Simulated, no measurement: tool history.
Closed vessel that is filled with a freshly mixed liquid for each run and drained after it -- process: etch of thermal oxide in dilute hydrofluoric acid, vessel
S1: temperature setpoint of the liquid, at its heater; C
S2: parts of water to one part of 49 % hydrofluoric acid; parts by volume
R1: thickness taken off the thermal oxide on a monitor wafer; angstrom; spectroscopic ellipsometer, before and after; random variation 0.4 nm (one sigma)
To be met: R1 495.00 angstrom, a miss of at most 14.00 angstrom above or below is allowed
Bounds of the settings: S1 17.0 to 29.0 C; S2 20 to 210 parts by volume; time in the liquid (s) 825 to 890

run 1 hour=0.0 | S1=21.0 S2=115 time_in_the_liquid_(s)=825 | R1=325.24
run 2 hour=6.9 | S1=21.0 S2=100 time_in_the_liquid_(s)=825 | R1=378.05
run 3 hour=15.8 | S1=21.0 S2=120 time_in_the_liquid_(s)=825 | R1=306.85
run 4 hour=18.8 | S1=21.0 S2=120 time_in_the_liquid_(s)=825 | R1=304.66
run 5 hour=27.2 | S1=23.5 S2=115 time_in_the_liquid_(s)=825 | R1=356.15
run 6 hour=30.9 | S1=23.5 S2=115 time_in_the_liquid_(s)=825 | R1=355.00
run 7 hour=37.0 | S1=25.0 S2=110 time_in_the_liquid_(s)=825 | R1=396.37
run 8 hour=41.6 | S1=26.0 S2=105 time_in_the_liquid_(s)=825 | R1=435.61
run 9 hour=44.1 | S1=27.0 S2=105 time_in_the_liquid_(s)=825 | R1=446.07
run 10 hour=50.9 | S1=27.5 S2=105 time_in_the_liquid_(s)=825 | R1=458.97
run 11 hour=51.8 | S1=28.0 S2=105 time_in_the_liquid_(s)=825 | R1=469.37
run 12 hour=55.4 | S1=28.5 S2=105 time_in_the_liquid_(s)=825 | R1=470.57

Which single option among these 5 for the next run brings every result within its allowed miss of target? Just one does.
run A hour=59.0 | S1=29.0 S2=120 time_in_the_liquid_(s)=880 | R1=?
run B hour=59.0 | S1=27.0 S2=110 time_in_the_liquid_(s)=855 | R1=?
run C hour=59.0 | S1=29.0 S2=115 time_in_the_liquid_(s)=830 | R1=?
run D hour=59.0 | S1=28.0 S2=100 time_in_the_liquid_(s)=825 | R1=?
run E hour=59.0 | S1=29.0 S2=120 time_in_the_liquid_(s)=875 | R1=?

move=A R1=447.63
move=B R1=445.80
move=C R1=443.52
move=D R1=498.16
move=E R1=445.08
A: misses by more than the last run did
B: misses by more than the last run did
C: misses by more than the last run did
D: hits every target within its allowed miss
E: misses by more than the last run did
D is the move that brings every result within its allowed miss.
